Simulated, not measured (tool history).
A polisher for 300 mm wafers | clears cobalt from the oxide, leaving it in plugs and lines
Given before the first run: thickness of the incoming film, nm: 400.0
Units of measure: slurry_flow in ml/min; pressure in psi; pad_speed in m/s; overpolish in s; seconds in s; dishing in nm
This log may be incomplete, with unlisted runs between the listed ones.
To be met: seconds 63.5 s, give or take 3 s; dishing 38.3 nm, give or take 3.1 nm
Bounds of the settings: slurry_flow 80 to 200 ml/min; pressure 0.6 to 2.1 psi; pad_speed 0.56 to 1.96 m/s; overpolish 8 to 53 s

run 1 day=0 | slurry_flow=130 pressure=1.3 pad_speed=1.26 overpolish=27 | seconds=86.897 dishing=67.153
run 2 day=0.146 | slurry_flow=130 pressure=1.4 pad_speed=1.26 overpolish=24 | seconds=82.545 dishing=64.026
run 3 day=0.179 | slurry_flow=130 pressure=1.5 pad_speed=1.22 overpolish=21 | seconds=78.227 dishing=65.094
run 4 day=0.292 | slurry_flow=140 pressure=1.4 pad_speed=1.36 overpolish=19 | seconds=74.653 dishing=61.472
run 5 day=0.567 | slurry_flow=155 pressure=1.4 pad_speed=1.36 overpolish=19 | seconds=73.772 dishing=64.254
run 6 day=0.688 | slurry_flow=135 pressure=1.4 pad_speed=1.36 overpolish=19 | seconds=77.395 dishing=59.996
run 7 day=0.812 | slurry_flow=125 pressure=1.4 pad_speed=1.46 overpolish=17 | seconds=73.329 dishing=58.478
run 8 day=1.142 | slurry_flow=115 pressure=1.4 pad_speed=1.54 overpolish=15 | seconds=68.71 dishing=55.824
run 9 day=1.475 | slurry_flow=115 pressure=1.4 pad_speed=1.54 overpolish=15 | seconds=69.399 dishing=53.452
run 10 day=1.638 | slurry_flow=110 pressure=1.4 pad_speed=1.62 overpolish=14 | seconds=65.61 dishing=53.433
run 11 day=1.688 | slurry_flow=105 pressure=1.4 pad_speed=1.68 overpolish=13 | seconds=64.579 dishing=50.567

Exercise: of the 5 proposed moves below, exactly one satisfies all targets within the stated allowed misses. Which move is it?
run A day=1.738 | slurry_flow=95 pressure=1.5 pad_speed=1.66 overpolish=17 | seconds=? dishing=?
run B day=1.738 | slurry_flow=80 pressure=1.5 pad_speed=1.72 overpolish=8 | seconds=? dishing=?
run C day=1.738 | slurry_flow=110 pressure=1.2 pad_speed=1.84 overpolish=20 | seconds=? dishing=?
run D day=1.738 | slurry_flow=110 pressure=1.5 pad_speed=1.58 overpolish=21 | seconds=? dishing=?
run E day=1.738 | slurry_flow=110 pressure=1.5 pad_speed=1.56 overpolish=20 | seconds=? dishing=?

move=A seconds=62.968 dishing=62.921
move=B seconds=63.712 dishing=38.263
move=C seconds=68.291 dishing=65.651
move=D seconds=63.82 dishing=69.354
move=E seconds=64.618 dishing=67.416
A: further off than the last run
B: each result inside its tolerance
C: further off than the last run
D: further off than the last run
E: further off than the last run
Answer: B
